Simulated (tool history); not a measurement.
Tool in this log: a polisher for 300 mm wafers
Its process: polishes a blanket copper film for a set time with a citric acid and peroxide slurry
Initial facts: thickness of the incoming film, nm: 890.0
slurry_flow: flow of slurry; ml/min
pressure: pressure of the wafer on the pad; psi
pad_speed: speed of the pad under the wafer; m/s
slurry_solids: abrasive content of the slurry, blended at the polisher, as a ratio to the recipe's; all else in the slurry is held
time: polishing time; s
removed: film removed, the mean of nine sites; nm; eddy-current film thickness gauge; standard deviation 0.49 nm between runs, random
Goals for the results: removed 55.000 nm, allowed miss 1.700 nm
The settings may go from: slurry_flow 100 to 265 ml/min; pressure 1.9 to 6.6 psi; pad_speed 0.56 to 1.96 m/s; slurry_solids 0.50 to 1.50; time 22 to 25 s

run,hour,slurry_flow,pressure,pad_speed,slurry_solids,time,removed
1,0.0,170,4.2,1.26,1.00,25,83.963
2,6.3,165,3.8,1.26,1.00,25,75.086
3,9.6,165,3.8,1.26,1.10,25,76.552
4,11.9,165,3.8,1.26,1.10,22,67.025
5,18.5,160,3.6,1.26,1.10,22,64.275
6,22.5,120,3.6,1.26,1.10,22,59.339
7,31.3,115,3.6,1.26,1.10,22,58.594
8,37.9,110,3.6,1.26,1.10,22,58.942

Which of these 4 next moves meets every target?
A,44.5,105,3.4,1.38,1.25,22,?
B,44.5,105,3.5,1.14,1.10,23,?
C,44.5,115,2.7,1.44,1.30,25,?
D,44.5,145,4.0,0.98,0.95,23,?

move,removed
A,60.398
B,55.140
C,58.698
D,59.415
A: misses by more than the last run did
B: in spec on every target
C: better than the last run, though not everything is in spec
D: misses by more than the last run did
The right move is B.
